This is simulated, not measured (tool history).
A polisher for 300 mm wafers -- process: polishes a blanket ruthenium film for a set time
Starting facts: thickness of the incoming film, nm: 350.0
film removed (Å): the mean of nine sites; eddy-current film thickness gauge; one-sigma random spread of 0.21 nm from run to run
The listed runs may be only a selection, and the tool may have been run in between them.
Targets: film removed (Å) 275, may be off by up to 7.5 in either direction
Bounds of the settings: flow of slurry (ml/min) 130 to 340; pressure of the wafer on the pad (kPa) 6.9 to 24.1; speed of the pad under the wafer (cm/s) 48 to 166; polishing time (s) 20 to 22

run	hour	flow of slurry (ml/min)	pressure of the wafer on the pad (kPa)	speed of the pad under the wafer (cm/s)	polishing time (s)	film removed (Å)
1	0	220	15.2	106	22	313
2	5.2	220	11.7	106	22	252.2
3	8.3	225	12.4	106	22	264.26
4	15.9	230	12.4	106	22	267.07
5	22.6	230	12.4	106	22	266.1
6	28.9	230	9.7	106	22	221.77
7	34.6	240	10.3	106	22	234.76
8	36.2	250	11	106	22	246.81
9	38.1	260	11.7	106	22	258.04
10	41.4	265	11.7	106	22	258.51

Of the 4 settings listed for the next run, only one would bring every result within its allowed miss of target. Which one?
A	44.7	235	9	166	21	?
B	44.7	250	11.7	100	22	?
C	44.7	300	12.4	108	20	?
D	44.7	250	10.3	110	22	?

move	film removed (Å)
A	273.38
B	245.89
C	249.72
D	238.21
A: every result lands within tolerance
B: further off than the last run
C: further off than the last run
D: further off than the last run
So the answer is move A, the one that meets all the targets.
